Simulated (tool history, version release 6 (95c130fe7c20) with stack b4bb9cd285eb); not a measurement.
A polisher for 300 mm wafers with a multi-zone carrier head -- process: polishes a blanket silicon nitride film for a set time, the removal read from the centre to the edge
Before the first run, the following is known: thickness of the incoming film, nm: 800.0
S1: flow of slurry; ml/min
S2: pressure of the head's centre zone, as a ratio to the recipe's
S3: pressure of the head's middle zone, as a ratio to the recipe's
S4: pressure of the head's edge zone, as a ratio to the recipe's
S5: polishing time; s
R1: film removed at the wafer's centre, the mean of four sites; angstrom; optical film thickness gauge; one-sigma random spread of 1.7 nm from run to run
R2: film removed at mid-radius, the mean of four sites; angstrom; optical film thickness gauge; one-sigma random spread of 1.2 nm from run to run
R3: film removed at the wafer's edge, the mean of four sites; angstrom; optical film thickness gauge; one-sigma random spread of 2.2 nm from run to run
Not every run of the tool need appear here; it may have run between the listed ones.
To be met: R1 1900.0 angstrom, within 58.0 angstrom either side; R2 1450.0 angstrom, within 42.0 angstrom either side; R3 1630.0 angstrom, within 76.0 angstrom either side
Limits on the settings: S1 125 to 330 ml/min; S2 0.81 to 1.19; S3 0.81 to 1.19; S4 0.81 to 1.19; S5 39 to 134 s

run 1 day=0.000 | S1=210 S2=1.00 S3=1.00 S4=1.00 S5=86 | R1=2092.3 R2=2063.9 R3=1996.9
run 2 day=0.200 | S1=210 S2=1.00 S3=1.00 S4=0.96 S5=86 | R1=2107.0 R2=2071.8 R3=1950.2
run 3 day=0.521 | S1=210 S2=1.00 S3=1.08 S4=0.96 S5=86 | R1=2080.6 R2=2198.3 R3=1944.1
run 4 day=0.871 | S1=200 S2=1.02 S3=1.03 S4=0.96 S5=83 | R1=2053.8 R2=2022.2 R3=1879.9
run 5 day=1.033 | S1=180 S2=1.02 S3=1.03 S4=0.96 S5=83 | R1=2026.9 R2=2005.3 R3=1845.0
run 6 day=1.262 | S1=175 S2=1.03 S3=0.99 S4=0.97 S5=81 | R1=1988.2 R2=1867.8 R3=1831.9
run 7 day=1.412 | S1=155 S2=1.09 S3=0.89 S4=0.87 S5=73 | R1=1852.8 R2=1506.4 R3=1584.6
run 8 day=1.750 | S1=155 S2=1.09 S3=0.88 S4=0.88 S5=73 | R1=1897.1 R2=1532.5 R3=1565.6

Exercise: of the 4 proposed moves below, exactly one satisfies all targets within the stated allowed misses. Which move is it?
run A day=2.088 | S1=130 S2=1.10 S3=0.87 S4=0.86 S5=70 | R1=? R2=? R3=?
run B day=2.088 | S1=185 S2=0.98 S3=0.85 S4=1.00 S5=77 | R1=? R2=? R3=?
run C day=2.088 | S1=145 S2=1.10 S3=0.86 S4=1.01 S5=79 | R1=? R2=? R3=?
run D day=2.088 | S1=130 S2=1.08 S3=0.81 S4=0.89 S5=76 | R1=? R2=? R3=?

move=A R1=1770.2 R2=1395.4 R3=1487.3
move=B R1=1816.9 R2=1571.4 R3=1798.3
move=C R1=2028.5 R2=1581.0 R3=1814.5
move=D R1=1886.0 R2=1428.9 R3=1638.9
A: takes the result that was furthest off past its target
B: misses by more than the last run did
C: misses by more than the last run did
D: meets every target
The right move is D.

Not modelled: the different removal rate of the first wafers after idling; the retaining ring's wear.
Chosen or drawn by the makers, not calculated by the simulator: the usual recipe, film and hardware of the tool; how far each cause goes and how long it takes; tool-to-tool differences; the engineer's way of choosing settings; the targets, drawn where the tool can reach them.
